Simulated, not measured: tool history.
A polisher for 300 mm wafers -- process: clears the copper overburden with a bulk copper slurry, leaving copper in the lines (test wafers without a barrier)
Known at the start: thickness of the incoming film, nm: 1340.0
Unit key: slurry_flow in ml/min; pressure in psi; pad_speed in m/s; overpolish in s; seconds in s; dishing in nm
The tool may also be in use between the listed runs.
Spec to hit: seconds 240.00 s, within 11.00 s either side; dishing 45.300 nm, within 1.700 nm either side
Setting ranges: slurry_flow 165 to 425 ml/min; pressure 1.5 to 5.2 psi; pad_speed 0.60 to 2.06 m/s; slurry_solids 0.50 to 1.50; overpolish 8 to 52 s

{"run": 1, "day": 0.0, "slurry_flow": 275, "pressure": 3.3, "pad_speed": 1.32, "slurry_solids": 1.0, "overpolish": 26, "seconds": 113.44, "dishing": 49.555}
{"run": 2, "day": 0.242, "slurry_flow": 275, "pressure": 3.0, "pad_speed": 1.28, "slurry_solids": 1.0, "overpolish": 26, "seconds": 128.53, "dishing": 48.633}
{"run": 3, "day": 0.433, "slurry_flow": 275, "pressure": 3.0, "pad_speed": 1.48, "slurry_solids": 1.0, "overpolish": 26, "seconds": 109.46, "dishing": 48.449}
{"run": 4, "day": 0.788, "slurry_flow": 275, "pressure": 3.0, "pad_speed": 1.48, "slurry_solids": 0.9, "overpolish": 26, "seconds": 115.82, "dishing": 48.733}
{"run": 5, "day": 1.067, "slurry_flow": 275, "pressure": 3.0, "pad_speed": 1.48, "slurry_solids": 0.9, "overpolish": 35, "seconds": 111.28, "dishing": 48.489}
{"run": 6, "day": 1.229, "slurry_flow": 275, "pressure": 3.0, "pad_speed": 1.48, "slurry_solids": 0.9, "overpolish": 44, "seconds": 111.67, "dishing": 48.763}
{"day": 1.262, "done": "slurry blender recalibrated"}
{"run": 7, "day": 1.262, "slurry_flow": 275, "pressure": 2.8, "pad_speed": 1.4, "slurry_solids": 0.9, "overpolish": 44, "seconds": 120.2, "dishing": 49.23}
{"run": 8, "day": 1.583, "slurry_flow": 265, "pressure": 2.6, "pad_speed": 1.36, "slurry_solids": 0.85, "overpolish": 38, "seconds": 132.32, "dishing": 47.97}
{"run": 9, "day": 1.85, "slurry_flow": 260, "pressure": 2.4, "pad_speed": 1.28, "slurry_solids": 0.85, "overpolish": 37, "seconds": 157.42, "dishing": 47.674}
{"run": 10, "day": 2.221, "slurry_flow": 255, "pressure": 2.2, "pad_speed": 1.26, "slurry_solids": 0.85, "overpolish": 36, "seconds": 169.09, "dishing": 46.691}
{"run": 11, "day": 2.517, "slurry_flow": 255, "pressure": 2.1, "pad_speed": 1.22, "slurry_solids": 0.85, "overpolish": 36, "seconds": 183.67, "dishing": 45.911}
{"run": 12, "day": 2.562, "slurry_flow": 255, "pressure": 2.0, "pad_speed": 1.18, "slurry_solids": 0.85, "overpolish": 37, "seconds": 198.36, "dishing": 44.992}
{"run": 13, "day": 2.717, "slurry_flow": 245, "pressure": 2.0, "pad_speed": 1.16, "slurry_solids": 0.8, "overpolish": 38, "seconds": 203.82, "dishing": 45.36}
{"run": 14, "day": 2.846, "slurry_flow": 250, "pressure": 2.0, "pad_speed": 1.14, "slurry_solids": 0.8, "overpolish": 40, "seconds": 206.57, "dishing": 45.323}
{"run": 15, "day": 3.012, "slurry_flow": 240, "pressure": 1.8, "pad_speed": 1.02, "slurry_solids": 0.8, "overpolish": 49, "seconds": 254.1, "dishing": 45.223}

Which of these 5 next moves meets every target?
{"run": "A", "day": 3.179, "slurry_flow": 195, "pressure": 1.8, "pad_speed": 1.2, "slurry_solids": 0.9, "overpolish": 43, "seconds": "?", "dishing": "?"}
{"run": "B", "day": 3.179, "slurry_flow": 260, "pressure": 2.0, "pad_speed": 0.96, "slurry_solids": 0.9, "overpolish": 48, "seconds": "?", "dishing": "?"}
{"run": "C", "day": 3.179, "slurry_flow": 315, "pressure": 2.0, "pad_speed": 0.76, "slurry_solids": 1.25, "overpolish": 51, "seconds": "?", "dishing": "?"}
{"run": "D", "day": 3.179, "slurry_flow": 250, "pressure": 2.2, "pad_speed": 0.76, "slurry_solids": 0.65, "overpolish": 49, "seconds": "?", "dishing": "?"}
{"run": "E", "day": 3.179, "slurry_flow": 210, "pressure": 2.1, "pad_speed": 0.76, "slurry_solids": 0.95, "overpolish": 51, "seconds": "?", "dishing": "?"}

move=A seconds=223.11 dishing=43.856
move=B seconds=241.86 dishing=44.754
move=C seconds=279.91 dishing=44.622
move=D seconds=293.00 dishing=45.168
move=E seconds=294.67 dishing=44.899
A: takes the biggest miss from the last run beyond its target
B: every result lands within tolerance
C: its largest miss is bigger than the last run's
D: its largest miss is bigger than the last run's
E: its largest miss is bigger than the last run's
The right move is B.
